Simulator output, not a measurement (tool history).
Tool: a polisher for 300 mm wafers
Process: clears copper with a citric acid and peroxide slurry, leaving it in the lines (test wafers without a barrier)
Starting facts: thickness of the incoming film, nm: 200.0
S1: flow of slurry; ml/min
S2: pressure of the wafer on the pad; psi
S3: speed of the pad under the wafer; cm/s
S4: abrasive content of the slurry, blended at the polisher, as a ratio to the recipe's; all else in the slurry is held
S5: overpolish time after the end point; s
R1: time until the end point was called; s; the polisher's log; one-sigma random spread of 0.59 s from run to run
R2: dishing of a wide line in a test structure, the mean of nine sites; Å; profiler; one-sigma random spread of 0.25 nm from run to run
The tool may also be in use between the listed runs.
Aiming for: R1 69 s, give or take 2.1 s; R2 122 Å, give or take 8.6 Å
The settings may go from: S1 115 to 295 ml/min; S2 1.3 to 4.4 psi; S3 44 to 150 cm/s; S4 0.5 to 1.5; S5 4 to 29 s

run  hour   S1   S2   S3    S4  S5      R1      R2
  1     0  190  2.8   96     1  15  110.86   179.3
  2   5.6  195  3.1   98     1  12  99.859  166.03
  3   8.2  195  3.1   98  0.95  12  100.02  164.84
  4  15.3  205  3.4  100   0.8  10  90.631  145.65
  5  16.8  205  3.4  100     1  10  87.398  157.11
  6  24.9  210  3.6  100  0.95   8  84.068  134.64
  7  30.9  215  3.8  100  0.95   7  79.825  123.38
  8  38.4  220  3.9  100  0.95   7  77.256  125.44
  9  44.3  225    4  100  0.95   7  73.247  129.54
 10  46.8  225    4  100  0.95   7  74.339  130.25
 11  55.7  225  4.1  100  0.95   7  72.389  133.36
 12  60.6  225  4.1  100  0.95   7  73.427  140.18

Exactly one of the 5 candidate moves below puts every result within its allowed miss. Which one?
  A  65.5  270  4.4   80  1.35  10   ?   ?
  B  65.5  230  4.1   96   0.9   8   ?   ?
  C  65.5  230  3.6  106  0.95   9   ?   ?
  D  65.5  210  4.4   82  1.15  12   ?   ?
  E  65.5  240  3.3  132   0.9   6   ?   ?

move      R1      R2
   A  79.165  168.04
   B  76.933  139.96
   C  78.691  152.55
   D  81.685  193.08
   E  69.311  117.29
A: its largest miss is bigger than the last run's
B: its largest miss is bigger than the last run's
C: its largest miss is bigger than the last run's
D: its largest miss is bigger than the last run's
E: in spec on every target
Go with E: it meets all targets.
